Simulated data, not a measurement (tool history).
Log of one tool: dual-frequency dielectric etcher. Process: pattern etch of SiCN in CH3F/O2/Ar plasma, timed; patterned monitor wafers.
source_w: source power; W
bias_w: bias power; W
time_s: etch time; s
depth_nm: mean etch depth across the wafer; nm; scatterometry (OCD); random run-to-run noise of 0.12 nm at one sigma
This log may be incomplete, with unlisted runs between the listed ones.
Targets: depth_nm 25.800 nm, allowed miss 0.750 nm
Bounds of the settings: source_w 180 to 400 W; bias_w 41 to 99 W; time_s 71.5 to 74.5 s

Run 1, hour 0.0: source_w 290 W, bias_w 70 W, time_s 71.5 s. Result: depth_nm 22.591 nm.
Run 2, hour 4.7: source_w 300 W, bias_w 72 W, time_s 71.5 s. Result: depth_nm 23.262 nm.
Run 3, hour 7.7: source_w 310 W, bias_w 73 W, time_s 71.5 s. Result: depth_nm 23.560 nm.
Run 4, hour 14.7: source_w 310 W, bias_w 64 W, time_s 71.5 s. Result: depth_nm 22.387 nm.
Run 5, hour 20.6: source_w 310 W, bias_w 64 W, time_s 71.5 s. Result: depth_nm 22.334 nm.
Run 6, hour 25.4: source_w 310 W, bias_w 53 W, time_s 71.5 s. Result: depth_nm 20.870 nm.
Run 7, hour 34.4: source_w 370 W, bias_w 67 W, time_s 73.5 s. Result: depth_nm 24.529 nm.
Run 8, hour 38.6: source_w 370 W, bias_w 68 W, time_s 73.5 s. Result: depth_nm 24.814 nm.
Run 9, hour 46.8: source_w 370 W, bias_w 69 W, time_s 73.5 s. Result: depth_nm 24.841 nm.

Which one of the following 5 next-run settings gets every result inside its allowed miss? There is exactly one.
Run A, hour 55.0: source_w 370 W, bias_w 68 W, time_s 71.5 s. Result: depth_nm ?.
Run B, hour 55.0: source_w 290 W, bias_w 66 W, time_s 73.0 s. Result: depth_nm ?.
Run C, hour 55.0: source_w 350 W, bias_w 74 W, time_s 74.5 s. Result: depth_nm ?.
Run D, hour 55.0: source_w 390 W, bias_w 59 W, time_s 72.0 s. Result: depth_nm ?.
Run E, hour 55.0: source_w 360 W, bias_w 69 W, time_s 72.0 s. Result: depth_nm ?.

move  depth_nm
   A    24.296
   B    22.866
   C    25.724
   D    23.570
   E    24.404
A: lands further from the targets than the last run did
B: lands further from the targets than the last run did
C: in spec on every target
D: lands further from the targets than the last run did
E: lands further from the targets than the last run did
The move that meets every target is C.

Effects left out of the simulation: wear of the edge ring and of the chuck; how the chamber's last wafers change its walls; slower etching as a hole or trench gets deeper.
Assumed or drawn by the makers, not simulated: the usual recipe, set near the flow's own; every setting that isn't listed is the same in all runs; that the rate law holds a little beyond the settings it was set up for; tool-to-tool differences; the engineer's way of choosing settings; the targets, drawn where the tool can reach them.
